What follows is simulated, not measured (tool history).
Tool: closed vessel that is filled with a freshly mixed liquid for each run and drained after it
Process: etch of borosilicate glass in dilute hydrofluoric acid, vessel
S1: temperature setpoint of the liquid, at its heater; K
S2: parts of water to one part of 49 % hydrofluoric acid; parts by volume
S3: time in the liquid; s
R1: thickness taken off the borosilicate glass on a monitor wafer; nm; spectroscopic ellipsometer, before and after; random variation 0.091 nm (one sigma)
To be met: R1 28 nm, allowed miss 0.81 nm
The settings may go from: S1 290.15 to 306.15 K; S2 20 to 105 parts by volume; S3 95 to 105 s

run  hour      S1  S2  S3      R1
  1     0  298.15  55  95  53.898
  2     7  295.65  60  95  44.315
  3    13  295.65  50  95  53.426
  4  21.4  295.65  30  95  91.536
  5  24.4  294.15  45  95  56.104
  6  32.2  294.15  30  95   86.07
  7  39.9  293.15  40  95  61.219
  8  43.6  292.15  50  95  46.163
  9  52.2  291.65  55  95  41.061
 10  60.9  291.15  60  95  36.558

Which of these 5 next moves meets every target?
  A  69.6  290.15  50   95   ?
  B  69.6  290.65  85  100   ?
  C  69.6  291.15  80   95   ?
  D  69.6  292.15  80   95   ?
  E  69.6  291.15  50  105   ?

move      R1
   A  42.262
   B  25.729
   C   26.67
   D  27.818
   E  48.778
A: further off than the last run
B: takes the result that was furthest off past its target
C: takes the result that was furthest off past its target
D: meets every target
E: further off than the last run
Answer: D
